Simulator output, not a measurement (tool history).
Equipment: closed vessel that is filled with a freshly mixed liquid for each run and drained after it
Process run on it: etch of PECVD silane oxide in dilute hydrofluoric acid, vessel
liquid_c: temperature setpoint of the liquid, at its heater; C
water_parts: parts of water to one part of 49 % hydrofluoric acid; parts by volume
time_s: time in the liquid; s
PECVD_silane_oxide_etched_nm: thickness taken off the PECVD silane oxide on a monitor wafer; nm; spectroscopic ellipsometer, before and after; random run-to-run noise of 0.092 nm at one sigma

Run 1, day 0: liquid_c 22 C, water_parts 190 parts by volume, time_s 130 s. Result: PECVD_silane_oxide_etched_nm 13.049 nm.
Run 2, day 0.2: liquid_c 21 C, water_parts 195 parts by volume, time_s 130 s. Result: PECVD_silane_oxide_etched_nm 12.431 nm.
Run 3, day 0.25: liquid_c 20.5 C, water_parts 200 parts by volume, time_s 130 s. Result: PECVD_silane_oxide_etched_nm 11.727 nm.
Run 4, day 0.433: liquid_c 20 C, water_parts 205 parts by volume, time_s 130 s. Result: PECVD_silane_oxide_etched_nm 11.111 nm.
Run 5, day 0.717: liquid_c 19.5 C, water_parts 210 parts by volume, time_s 130 s. Result: PECVD_silane_oxide_etched_nm 10.678 nm.
Run 6, day 0.925: liquid_c 21 C, water_parts 210 parts by volume, time_s 130 s. Result: PECVD_silane_oxide_etched_nm 11.164 nm.
Run 7, day 1.121: liquid_c 20.5 C, water_parts 215 parts by volume, time_s 130 s. Result: PECVD_silane_oxide_etched_nm 10.934 nm.
Run 8, day 1.338: liquid_c 20 C, water_parts 215 parts by volume, time_s 130 s. Result: PECVD_silane_oxide_etched_nm 10.337 nm.

For run 9, what comes out?
Run 9, day 1.408: liquid_c 19.5 C, water_parts 215 parts by volume, time_s 130 s. Result: PECVD_silane_oxide_etched_nm ?.

Run 9 yielded PECVD_silane_oxide_etched_nm 10.363 nm.

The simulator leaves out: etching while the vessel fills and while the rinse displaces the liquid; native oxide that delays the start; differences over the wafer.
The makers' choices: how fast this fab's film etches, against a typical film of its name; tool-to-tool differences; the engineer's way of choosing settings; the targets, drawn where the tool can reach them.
